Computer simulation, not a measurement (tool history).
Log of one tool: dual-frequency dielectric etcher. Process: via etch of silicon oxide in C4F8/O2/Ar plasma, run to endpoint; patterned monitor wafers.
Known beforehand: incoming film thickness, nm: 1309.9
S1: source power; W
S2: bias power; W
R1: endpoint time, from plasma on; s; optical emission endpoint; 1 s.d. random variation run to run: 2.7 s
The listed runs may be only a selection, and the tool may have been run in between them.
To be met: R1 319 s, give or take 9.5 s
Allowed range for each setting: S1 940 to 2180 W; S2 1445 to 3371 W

run 1 hour=0 | S1=1560 S2=2408 | R1=278.18
run 2 hour=3.4 | S1=1400 S2=2408 | R1=290.17
run 3 hour=5.1 | S1=1240 S2=2408 | R1=307.86
run 4 hour=12.1 | S1=1220 S2=2400 | R1=305.79
run 5 hour=17.4 | S1=1200 S2=2388 | R1=309.48
run 6 hour=24.1 | S1=1430 S2=2388 | R1=289.36
run 7 hour=27.3 | S1=1390 S2=2363 | R1=294.63
run 8 hour=28.9 | S1=1350 S2=2343 | R1=296.83
run 9 hour=33.6 | S1=1320 S2=2323 | R1=301.71
run 10 hour=39.5 | S1=1300 S2=2309 | R1=302.48
run 11 hour=47 | S1=1270 S2=2294 | R1=304.42
run 12 hour=50.8 | S1=1250 S2=2281 | R1=308.03

4 candidate next runs follow, results not yet known. Just one meets every target within its allowed miss. Identify it.
run A hour=54.6 | S1=1380 S2=2609 | R1=?
run B hour=54.6 | S1=1290 S2=1913 | R1=?
run C hour=54.6 | S1=1250 S2=2463 | R1=?
run D hour=54.6 | S1=1380 S2=2278 | R1=?

move=A R1=288.22
move=B R1=320.97
move=C R1=304.72
move=D R1=298.75
A: the biggest miss grows against the last run
B: all results land within tolerance of their targets
C: the biggest miss grows against the last run
D: the biggest miss grows against the last run
The right move is B.
